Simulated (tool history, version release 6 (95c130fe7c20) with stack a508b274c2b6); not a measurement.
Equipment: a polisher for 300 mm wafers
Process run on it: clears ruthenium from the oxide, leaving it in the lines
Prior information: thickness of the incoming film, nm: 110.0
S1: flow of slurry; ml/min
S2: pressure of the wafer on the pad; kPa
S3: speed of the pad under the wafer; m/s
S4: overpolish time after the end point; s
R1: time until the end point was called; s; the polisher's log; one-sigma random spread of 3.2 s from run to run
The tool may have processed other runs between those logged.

| run | hour | S1 | S2 | S3 | S4 | R1 |
|---|---|---|---|---|---|---|
| 1 | 0 | 260 | 11.7 | 1 | 29 | 157.36 |
| 2 | 7.2 | 260 | 11.7 | 1 | 29 | 154.97 |
| 3 | 14.1 | 260 | 11 | 1 | 29 | 163.07 |
| 4 | 22.1 | 260 | 10.3 | 1 | 29 | 170.94 |
| 5 | 23.1 | 260 | 9.7 | 1 | 29 | 184.68 |
| 6 | 24.8 | 260 | 12.4 | 1 | 29 | 150.63 |

The next listed run, before its measurement:
| 7 | 27.6 | 260 | 11 | 0.98 | 29 | ? |

R1: 169.36 s
